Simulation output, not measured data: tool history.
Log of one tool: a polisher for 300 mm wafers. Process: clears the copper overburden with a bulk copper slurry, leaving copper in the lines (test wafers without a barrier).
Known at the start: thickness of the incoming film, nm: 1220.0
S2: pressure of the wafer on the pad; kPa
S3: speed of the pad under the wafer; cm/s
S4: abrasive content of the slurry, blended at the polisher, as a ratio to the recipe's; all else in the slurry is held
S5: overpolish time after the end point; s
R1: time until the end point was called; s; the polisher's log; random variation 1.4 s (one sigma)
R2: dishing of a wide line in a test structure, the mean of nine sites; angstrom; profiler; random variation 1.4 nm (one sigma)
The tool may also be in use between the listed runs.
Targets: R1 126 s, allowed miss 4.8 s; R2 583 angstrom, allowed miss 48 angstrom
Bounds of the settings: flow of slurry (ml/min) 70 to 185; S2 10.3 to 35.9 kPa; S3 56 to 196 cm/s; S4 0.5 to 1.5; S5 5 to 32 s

run 1 hour=0 | flow_of_slurry_(ml/min)=120 S2=22.8 S3=126 S4=1 S5=16 | R1=93.064 R2=842.93
run 2 hour=0.7 | flow_of_slurry_(ml/min)=120 S2=25.5 S3=126 S4=1 S5=16 | R1=84.881 R2=942.09
run 3 hour=2.1 | flow_of_slurry_(ml/min)=100 S2=25.5 S3=126 S4=1 S5=16 | R1=86.925 R2=888.29
run 4 hour=8.1 | flow_of_slurry_(ml/min)=85 S2=25.5 S3=126 S4=1 S5=16 | R1=92.513 R2=853.79
run 5 hour=10.7 | flow_of_slurry_(ml/min)=105 S2=25.5 S3=126 S4=1 S5=16 | R1=86.255 R2=895.47
run 6 hour=13 | flow_of_slurry_(ml/min)=105 S2=25.5 S3=100 S4=1 S5=16 | R1=100.69 R2=855.1
run 7 hour=18.4 | flow_of_slurry_(ml/min)=100 S2=24.8 S3=100 S4=1 S5=15 | R1=107.41 R2=833.84
run 8 hour=23.2 | flow_of_slurry_(ml/min)=95 S2=24.1 S3=104 S4=1 S5=13 | R1=111.29 R2=756.62
run 9 hour=26.1 | flow_of_slurry_(ml/min)=95 S2=24.1 S3=104 S4=1 S5=12 | R1=109.77 R2=713.52
run 10 hour=30 | flow_of_slurry_(ml/min)=95 S2=23.4 S3=104 S4=1 S5=12 | R1=113.37 R2=722.15
run 11 hour=36.3 | flow_of_slurry_(ml/min)=95 S2=23.4 S3=104 S4=1 S5=11 | R1=111.83 R2=665.46

5 next moves are on the table. One of them brings every result within its allowed miss. Which?
run A hour=42.6 | flow_of_slurry_(ml/min)=105 S2=24.8 S3=88 S4=0.95 S5=10 | R1=? R2=?
run B hour=42.6 | flow_of_slurry_(ml/min)=130 S2=24.8 S3=76 S4=0.85 S5=10 | R1=? R2=?
run C hour=42.6 | flow_of_slurry_(ml/min)=140 S2=31 S3=62 S4=1 S5=9 | R1=? R2=?
run D hour=42.6 | flow_of_slurry_(ml/min)=95 S2=24.1 S3=98 S4=0.95 S5=12 | R1=? R2=?
run E hour=42.6 | flow_of_slurry_(ml/min)=110 S2=25.5 S3=78 S4=0.7 S5=14 | R1=? R2=?

move=A R1=116.48 R2=612.4
move=B R1=125.25 R2=584.14
move=C R1=109.75 R2=606.43
move=D R1=114.01 R2=690.87
move=E R1=129.44 R2=706.39
A: nearer than the last run, and not there yet
B: meets every target
C: further off than the last run
D: nearer than the last run, and not there yet
E: brings the result that was furthest off to its target, and leaves another outside
Move B is the one to make.
